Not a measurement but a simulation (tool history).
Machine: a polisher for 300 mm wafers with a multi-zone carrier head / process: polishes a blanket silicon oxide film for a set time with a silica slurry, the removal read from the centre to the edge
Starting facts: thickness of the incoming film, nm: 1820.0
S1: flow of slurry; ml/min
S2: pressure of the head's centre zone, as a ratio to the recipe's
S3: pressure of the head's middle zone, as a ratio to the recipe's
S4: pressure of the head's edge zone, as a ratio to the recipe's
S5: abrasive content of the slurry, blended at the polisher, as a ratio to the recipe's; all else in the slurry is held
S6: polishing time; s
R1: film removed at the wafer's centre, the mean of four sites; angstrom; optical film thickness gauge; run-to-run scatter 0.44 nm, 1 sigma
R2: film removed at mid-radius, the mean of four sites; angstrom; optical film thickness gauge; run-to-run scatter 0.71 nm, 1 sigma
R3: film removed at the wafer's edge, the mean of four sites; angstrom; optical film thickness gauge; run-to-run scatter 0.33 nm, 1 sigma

| run | hour | S1 | S2 | S3 | S4 | S5 | S6 | R1 | R2 | R3 |
|---|---|---|---|---|---|---|---|---|---|---|
| 1 | 0 | 180 | 1 | 1 | 1 | 1 | 47 | 1111.5 | 1083.9 | 1076.1 |
| 2 | 6.5 | 140 | 1 | 1 | 1 | 1 | 47 | 1055.5 | 1032.8 | 1036.5 |
| 3 | 13.1 | 140 | 1 | 1.06 | 1 | 1 | 47 | 1072.6 | 1083.3 | 1032.5 |
| 4 | 20.5 | 140 | 1 | 1.06 | 0.93 | 1 | 47 | 1082 | 1062.9 | 999.61 |
| 5 | 25.7 | 140 | 0.94 | 1.06 | 0.93 | 1 | 47 | 1014.9 | 1063 | 1005.2 |
| 6 | 32.1 | 140 | 0.94 | 1.06 | 0.93 | 1 | 40 | 845.35 | 910.23 | 847.79 |
| 7 | 41 | 135 | 0.93 | 1.04 | 0.91 | 0.85 | 38 | 730.81 | 778.94 | 740.54 |
| 8 | 45.1 | 140 | 0.91 | 1 | 0.82 | 0.6 | 32 | 495.28 | 523.98 | 477.68 |
| 9 | 53 | 140 | 0.91 | 1 | 0.82 | 0.6 | 32 | 486.07 | 518.48 | 478.98 |

Run 10 is up next; what results do you expect?
| 10 | 53.7 | 155 | 0.91 | 1 | 0.85 | 0.6 | 32 | ? | ? | ? |

{"run 10": {"R1": 503.13, "R2": 531.74, "R3": 496.17}}
